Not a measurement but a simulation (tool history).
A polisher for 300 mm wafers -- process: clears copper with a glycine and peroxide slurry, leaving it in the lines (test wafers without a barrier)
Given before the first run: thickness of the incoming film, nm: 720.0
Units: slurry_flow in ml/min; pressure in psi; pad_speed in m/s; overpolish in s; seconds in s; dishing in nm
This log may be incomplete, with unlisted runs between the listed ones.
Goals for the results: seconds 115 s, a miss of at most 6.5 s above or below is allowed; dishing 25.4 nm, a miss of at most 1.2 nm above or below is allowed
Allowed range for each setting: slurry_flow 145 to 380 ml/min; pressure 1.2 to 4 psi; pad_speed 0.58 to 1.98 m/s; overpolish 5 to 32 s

run	hour	slurry_flow	pressure	pad_speed	overpolish	seconds	dishing
1	0	245	2.6	1.28	16	141.4	55.915
2	5.5	245	2.8	1.28	16	129.9	58.783
3	11	230	2.8	1.26	15	132.09	57.368
4	15.9	200	2.8	1.26	15	135.02	55.924
5	24.7	200	3	1.26	15	129.47	57.114
6	31.9	200	3	1.38	15	116.57	60.062
7	38.9	145	2.3	1.74	7	131.79	29.995
8	40.1	145	2.3	1.78	7	128.17	30.406
9	42.5	145	2.3	1.8	7	127.47	30.709
10	45.8	145	2.3	1.82	7	126.82	30.809
11	52.6	145	2.3	1.84	7	121.57	31.536

Exercise: of the 4 proposed moves below, exactly one satisfies all targets within the stated allowed misses. Which move is it?
A	59.4	145	2.2	1.78	5	?	?
B	59.4	150	2.7	1.68	5	?	?
C	59.4	160	2.9	1.42	6	?	?
D	59.4	190	2.7	1.86	5	?	?

move	seconds	dishing
A	131.82	21.681
B	114.68	24.687
C	121.87	27.586
D	100.86	27.625
A: carries the result that was furthest off beyond its target, to the other side
B: meets every target
C: closer than the last run, but not yet in spec
D: closer than the last run, but not yet in spec
The move that meets every target is B.

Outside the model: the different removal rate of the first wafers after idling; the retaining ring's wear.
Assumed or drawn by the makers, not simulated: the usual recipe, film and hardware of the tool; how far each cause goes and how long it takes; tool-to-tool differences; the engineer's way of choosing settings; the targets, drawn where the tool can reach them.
